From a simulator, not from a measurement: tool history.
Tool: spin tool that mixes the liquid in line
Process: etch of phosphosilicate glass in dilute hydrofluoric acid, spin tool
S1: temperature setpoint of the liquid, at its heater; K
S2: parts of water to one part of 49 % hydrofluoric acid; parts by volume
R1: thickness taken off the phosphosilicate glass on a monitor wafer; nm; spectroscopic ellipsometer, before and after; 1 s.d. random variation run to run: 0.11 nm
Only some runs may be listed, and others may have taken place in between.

Run 1, hour 0.0: S1 295.15 K, S2 200 parts by volume, time under the liquid (s) 25. Result: R1 12.1180 nm.
Run 2, hour 5.9: S1 295.15 K, S2 235 parts by volume, time under the liquid (s) 25. Result: R1 9.9649 nm.
Run 3, hour 12.6: S1 292.15 K, S2 235 parts by volume, time under the liquid (s) 25. Result: R1 8.8824 nm.
Run 4, hour 19.9: S1 292.15 K, S2 165 parts by volume, time under the liquid (s) 25. Result: R1 13.5470 nm.
Run 5, hour 24.0: S1 290.15 K, S2 165 parts by volume, time under the liquid (s) 25. Result: R1 12.4780 nm.
Run 6, hour 27.9: S1 293.65 K, S2 150 parts by volume, time under the liquid (s) 25. Result: R1 16.0120 nm.
Run 7, hour 29.8: S1 296.15 K, S2 145 parts by volume, time under the liquid (s) 25. Result: R1 18.3920 nm.
Run 8, hour 37.4: S1 298.15 K, S2 140 parts by volume, time under the liquid (s) 25. Result: R1 20.6970 nm.
Run 9, hour 45.9: S1 299.65 K, S2 140 parts by volume, time under the liquid (s) 25. Result: R1 21.8480 nm.

Expected results for the next run?
Run 10, hour 48.6: S1 300.65 K, S2 140 parts by volume, time under the liquid (s) 25. Result: R1 ?.

R1: 22.7910 nm
